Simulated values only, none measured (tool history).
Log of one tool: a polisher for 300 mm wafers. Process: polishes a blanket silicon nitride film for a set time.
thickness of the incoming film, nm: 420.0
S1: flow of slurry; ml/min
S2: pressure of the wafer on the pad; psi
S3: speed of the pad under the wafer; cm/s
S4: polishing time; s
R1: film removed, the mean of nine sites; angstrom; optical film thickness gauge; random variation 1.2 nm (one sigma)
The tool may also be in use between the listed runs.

run	hour	S1	S2	S3	S4	R1
1	0.0	125	3.2	98	58	784.22
2	5.8	125	3.2	112	58	874.04
3	7.2	130	3.4	112	58	940.98
4	14.3	135	3.5	112	58	957.71
5	19.8	150	3.5	112	58	999.10
6	27.5	130	3.5	112	58	972.24
7	36.2	130	3.6	112	58	991.15

The next listed run, before its measurement:
8	44.3	130	3.6	112	58	?

R1: 992.81 angstrom

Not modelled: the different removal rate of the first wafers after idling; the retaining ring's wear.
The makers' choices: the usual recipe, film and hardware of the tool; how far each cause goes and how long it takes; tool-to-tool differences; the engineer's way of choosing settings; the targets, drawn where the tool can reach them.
